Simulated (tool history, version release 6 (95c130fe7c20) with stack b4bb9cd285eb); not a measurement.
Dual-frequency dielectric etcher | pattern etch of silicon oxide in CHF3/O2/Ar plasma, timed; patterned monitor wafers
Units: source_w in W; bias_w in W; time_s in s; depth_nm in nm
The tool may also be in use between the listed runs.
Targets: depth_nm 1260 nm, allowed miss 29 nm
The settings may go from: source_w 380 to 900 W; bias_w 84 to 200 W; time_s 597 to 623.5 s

Run 1, hour 0: source_w 640 W, bias_w 142 W, time_s 597 s. Result: depth_nm 1087.6 nm.
Run 2, hour 7.5: source_w 640 W, bias_w 142 W, time_s 597 s. Result: depth_nm 1090.3 nm.
Run 3, hour 8.2: source_w 640 W, bias_w 142 W, time_s 623.5 s. Result: depth_nm 1139.8 nm.
Run 4, hour 9: source_w 670 W, bias_w 144 W, time_s 623.5 s. Result: depth_nm 1168.7 nm.
At hour 10.5: source power generator calibrated.
Run 5, hour 10.5: source_w 670 W, bias_w 144 W, time_s 623.5 s. Result: depth_nm 1213.9 nm.
Run 6, hour 14.5: source_w 570 W, bias_w 144 W, time_s 623.5 s. Result: depth_nm 1101.1 nm.
Run 7, hour 17.9: source_w 610 W, bias_w 146 W, time_s 623.5 s. Result: depth_nm 1146.4 nm.
Run 8, hour 18.8: source_w 640 W, bias_w 147 W, time_s 623.5 s. Result: depth_nm 1174.1 nm.
Run 9, hour 23.7: source_w 660 W, bias_w 148 W, time_s 623.5 s. Result: depth_nm 1206.3 nm.
Run 10, hour 30.9: source_w 670 W, bias_w 148 W, time_s 623.5 s. Result: depth_nm 1207.5 nm.
Run 11, hour 36: source_w 740 W, bias_w 153 W, time_s 623.5 s. Result: depth_nm 1293.8 nm.

4 next moves are on the table. One of them brings every result within its allowed miss. Which?
Run A, hour 41.1: source_w 770 W, bias_w 151 W, time_s 623.5 s. Result: depth_nm ?.
Run B, hour 41.1: source_w 710 W, bias_w 150 W, time_s 597 s. Result: depth_nm ?.
Run C, hour 41.1: source_w 760 W, bias_w 179 W, time_s 611 s. Result: depth_nm ?.
Run D, hour 41.1: source_w 730 W, bias_w 157 W, time_s 611.5 s. Result: depth_nm ?.

move  depth_nm
   A    1311.5
   B    1201.6
   C    1348.8
   D    1267.1
A: further off than the last run
B: takes the result that was furthest off past its target
C: further off than the last run
D: meets every target
Answer: D

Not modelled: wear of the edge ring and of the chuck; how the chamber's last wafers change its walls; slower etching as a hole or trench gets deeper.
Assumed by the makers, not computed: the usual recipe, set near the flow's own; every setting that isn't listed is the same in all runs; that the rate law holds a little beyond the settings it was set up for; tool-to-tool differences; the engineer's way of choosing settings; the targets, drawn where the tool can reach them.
